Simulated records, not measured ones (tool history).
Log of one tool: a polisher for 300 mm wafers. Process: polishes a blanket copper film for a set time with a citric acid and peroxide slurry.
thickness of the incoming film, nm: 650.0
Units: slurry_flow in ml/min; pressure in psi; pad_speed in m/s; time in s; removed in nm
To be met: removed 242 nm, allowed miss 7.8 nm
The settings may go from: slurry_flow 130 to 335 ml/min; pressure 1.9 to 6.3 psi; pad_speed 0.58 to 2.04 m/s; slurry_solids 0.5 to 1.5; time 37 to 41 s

run	hour	slurry_flow	pressure	pad_speed	slurry_solids	time	removed
1	0	215	4.1	1.3	1	41	147.3
2	5	195	4.1	1.3	1	41	144.15
3	8.5	205	4.4	1.3	1	41	151.5
4	16.1	210	4.7	1.32	1	41	164.38
5	24.7	210	4	1.32	1	41	147.66
6	29.2	220	4.4	1.34	1	41	160.03
7	33.6	220	5.5	1.44	1	41	201
8	41.5	225	5.6	1.46	1	41	204.2
9	46	225	5.7	1.48	1	41	214.37

Which of these 5 next moves meets every target?
A	50.5	170	6.3	1.42	0.85	41	?
B	50.5	255	5.2	1.76	1	41	?
C	50.5	245	6.1	1.52	1.05	38	?
D	50.5	235	6.3	1.42	1.1	40	?
E	50.5	220	5.3	1.68	0.95	41	?

move	removed
A	203.94
B	236.87
C	216.1
D	219.19
E	223.35
A: further off than the last run
B: meets every target
C: nearer than the last run, and not there yet
D: nearer than the last run, and not there yet
E: nearer than the last run, and not there yet
Move B is the one to make.
